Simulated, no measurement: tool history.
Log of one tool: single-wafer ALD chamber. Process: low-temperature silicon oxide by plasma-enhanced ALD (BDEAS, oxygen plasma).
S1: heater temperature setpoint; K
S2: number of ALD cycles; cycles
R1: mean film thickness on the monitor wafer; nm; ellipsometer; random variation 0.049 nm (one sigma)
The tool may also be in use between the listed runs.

run  hour      S1  S2      R1
  1   0.0  388.15  62  8.0737
  2   9.1  387.15  65  8.4247
  3  17.7  386.15  68  8.8106
  4  25.8  385.15  70  9.1485
  5  30.8  389.15  70  9.0821
  6  36.7  394.15  70  8.9611

Forecast run 7:
  7  44.1  392.15  71   ?

{"run 7": {"R1": 9.1104}}
